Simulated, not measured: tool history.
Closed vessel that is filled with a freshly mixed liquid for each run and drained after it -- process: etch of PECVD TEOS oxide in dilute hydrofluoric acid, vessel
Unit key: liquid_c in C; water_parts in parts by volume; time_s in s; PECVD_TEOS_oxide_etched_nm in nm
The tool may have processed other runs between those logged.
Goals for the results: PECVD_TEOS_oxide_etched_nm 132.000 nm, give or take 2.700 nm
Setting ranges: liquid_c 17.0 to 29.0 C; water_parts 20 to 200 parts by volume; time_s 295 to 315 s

run	day	liquid_c	water_parts	time_s	PECVD_TEOS_oxide_etched_nm
1	0.000	21.0	110	295	58.316
2	0.333	22.5	100	295	68.446
3	0.521	25.5	100	295	78.088
4	0.804	27.0	100	295	81.875
5	0.883	27.5	90	295	92.887
6	1.017	29.0	90	295	99.920
7	1.192	29.0	85	295	105.650
8	1.567	29.0	80	295	114.380

Which single option among these 5 for the next run brings every result within its allowed miss of target? Just one does.
A	1.942	24.5	60	315	?
B	1.942	28.5	65	295	?
C	1.942	26.0	65	295	?
D	1.942	27.5	70	310	?
E	1.942	29.0	70	315	?

move	PECVD_TEOS_oxide_etched_nm
A	139.780
B	140.780
C	127.520
D	131.150
E	141.310
A: pushes the last run's worst result past its target
B: pushes the last run's worst result past its target
C: gains on the last run, yet a result remains outside its allowed miss
D: in spec on every target
E: pushes the last run's worst result past its target
Go with D: it meets all targets.
